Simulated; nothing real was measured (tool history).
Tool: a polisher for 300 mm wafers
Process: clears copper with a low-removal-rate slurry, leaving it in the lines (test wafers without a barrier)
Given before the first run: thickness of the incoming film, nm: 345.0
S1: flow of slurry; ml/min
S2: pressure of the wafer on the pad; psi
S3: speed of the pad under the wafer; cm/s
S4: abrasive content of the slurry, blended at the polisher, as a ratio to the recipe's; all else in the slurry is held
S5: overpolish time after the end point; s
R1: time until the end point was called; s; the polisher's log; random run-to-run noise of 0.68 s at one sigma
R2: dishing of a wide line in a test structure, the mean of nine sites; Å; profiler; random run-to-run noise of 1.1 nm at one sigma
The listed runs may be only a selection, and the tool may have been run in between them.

run  hour   S1   S2   S3    S4  S5      R1      R2
  1     0  130    3  140     1  21   66.08  699.55
  2   4.8  145    3  140     1  21  65.259  690.44
  3     7  135    3  140     1  21  67.022  668.86
  4   9.7  140  3.1  140     1  17  63.852  552.58
  5  13.4  160  3.1  140     1  17  63.074  607.83
  6  21.9  160  3.1  140  1.15  17  61.032  617.46

Run 7, settings as shown, results not yet in. Your forecast:
  7  27.3  160  3.2  140  1.15  15   ?   ?

{"run 7": {"R1": 59.735, "R2": 554.89}}
